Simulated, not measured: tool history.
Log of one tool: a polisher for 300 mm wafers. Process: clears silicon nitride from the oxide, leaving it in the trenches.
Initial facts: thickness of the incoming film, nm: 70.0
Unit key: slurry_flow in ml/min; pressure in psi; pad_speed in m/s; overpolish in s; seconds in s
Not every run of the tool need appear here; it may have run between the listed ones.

{"run": 1, "hour": 0.0, "slurry_flow": 310, "pressure": 3.1, "pad_speed": 0.78, "overpolish": 15, "seconds": 92.117}
{"run": 2, "hour": 1.5, "slurry_flow": 310, "pressure": 3, "pad_speed": 0.78, "overpolish": 15, "seconds": 93.608}
{"run": 3, "hour": 5.7, "slurry_flow": 310, "pressure": 3, "pad_speed": 0.78, "overpolish": 15, "seconds": 93.438}
{"run": 4, "hour": 9.4, "slurry_flow": 310, "pressure": 2.9, "pad_speed": 0.78, "overpolish": 15, "seconds": 96.811}
{"run": 5, "hour": 17.3, "slurry_flow": 310, "pressure": 2.9, "pad_speed": 0.64, "overpolish": 15, "seconds": 116.97}
{"run": 6, "hour": 18.6, "slurry_flow": 310, "pressure": 2.9, "pad_speed": 0.5, "overpolish": 15, "seconds": 147.03}
{"run": 7, "hour": 26.7, "slurry_flow": 310, "pressure": 3.1, "pad_speed": 0.5, "overpolish": 15, "seconds": 139.25}
{"run": 8, "hour": 29.8, "slurry_flow": 310, "pressure": 3.3, "pad_speed": 0.5, "overpolish": 15, "seconds": 133.82}

For run 9, what comes out?
{"run": 9, "hour": 35.6, "slurry_flow": 310, "pressure": 3.5, "pad_speed": 0.5, "overpolish": 15, "seconds": "?"}

{"run 9": {"seconds": 126.12}}
